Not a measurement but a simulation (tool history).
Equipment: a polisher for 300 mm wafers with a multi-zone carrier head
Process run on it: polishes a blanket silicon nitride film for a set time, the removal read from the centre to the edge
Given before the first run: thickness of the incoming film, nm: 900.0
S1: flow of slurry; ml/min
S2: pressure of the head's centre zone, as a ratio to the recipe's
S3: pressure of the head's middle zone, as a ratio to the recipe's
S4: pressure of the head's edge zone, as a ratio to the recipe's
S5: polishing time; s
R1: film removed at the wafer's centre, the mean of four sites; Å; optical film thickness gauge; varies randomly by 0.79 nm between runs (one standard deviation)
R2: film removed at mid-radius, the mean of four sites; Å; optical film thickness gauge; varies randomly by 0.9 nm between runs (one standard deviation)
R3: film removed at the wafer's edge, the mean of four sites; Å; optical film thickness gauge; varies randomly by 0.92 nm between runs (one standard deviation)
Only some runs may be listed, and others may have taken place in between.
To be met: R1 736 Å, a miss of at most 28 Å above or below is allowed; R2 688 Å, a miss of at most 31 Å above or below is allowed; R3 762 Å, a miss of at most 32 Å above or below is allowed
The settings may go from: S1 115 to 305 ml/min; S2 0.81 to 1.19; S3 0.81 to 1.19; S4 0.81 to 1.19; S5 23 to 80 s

run 1 hour=0 | S1=195 S2=1 S3=1 S4=1 S5=51 | R1=1175.2 R2=1126.8 R3=1185.2
run 2 hour=3.9 | S1=195 S2=1 S3=1 S4=1 S5=62 | R1=1391.5 R2=1400.4 R3=1427.5
run 3 hour=10.2 | S1=195 S2=1 S3=1 S4=0.95 S5=62 | R1=1369.7 R2=1378.6 R3=1409.6
run 4 hour=11.5 | S1=195 S2=1 S3=1.07 S4=0.95 S5=62 | R1=1417.8 R2=1440.8 R3=1370.6
run 5 hour=14.6 | S1=190 S2=0.99 S3=1.04 S4=0.94 S5=53 | R1=1162.8 R2=1226.1 R3=1172.9
run 6 hour=17.2 | S1=190 S2=0.99 S3=1.04 S4=1 S5=53 | R1=1180.4 R2=1228.5 R3=1209.8
run 7 hour=21 | S1=195 S2=0.99 S3=1.01 S4=0.99 S5=46 | R1=1047.4 R2=1075.3 R3=1039.1
run 8 hour=26.3 | S1=180 S2=0.99 S3=0.96 S4=0.99 S5=42 | R1=916.87 R2=890.04 R3=948.28
run 9 hour=32.9 | S1=175 S2=0.99 S3=0.94 S4=0.96 S5=40 | R1=861.61 R2=825.33 R3=871.83

5 next moves are on the table. One of them brings every result within its allowed miss. Which?
run A hour=39.5 | S1=235 S2=0.82 S3=0.95 S4=0.96 S5=41 | R1=? R2=? R3=?
run B hour=39.5 | S1=165 S2=0.98 S3=0.9 S4=0.98 S5=35 | R1=? R2=? R3=?
run C hour=39.5 | S1=185 S2=0.98 S3=1.03 S4=0.87 S5=47 | R1=? R2=? R3=?
run D hour=39.5 | S1=200 S2=0.81 S3=1.14 S4=0.84 S5=42 | R1=? R2=? R3=?
run E hour=39.5 | S1=210 S2=1.07 S3=1.03 S4=0.86 S5=44 | R1=? R2=? R3=?

move=A R1=787.97 R2=915.5 R3=931.17
move=B R1=755.2 R2=705.04 R3=770.19
move=C R1=1039.3 R2=1083 R3=992.03
move=D R1=778.02 R2=1070.1 R3=879.66
move=E R1=1087.3 R2=1034.2 R3=937.82
A: lands further from the targets than the last run did
B: all results land within tolerance of their targets
C: lands further from the targets than the last run did
D: lands further from the targets than the last run did
E: lands further from the targets than the last run did
B meets every target.

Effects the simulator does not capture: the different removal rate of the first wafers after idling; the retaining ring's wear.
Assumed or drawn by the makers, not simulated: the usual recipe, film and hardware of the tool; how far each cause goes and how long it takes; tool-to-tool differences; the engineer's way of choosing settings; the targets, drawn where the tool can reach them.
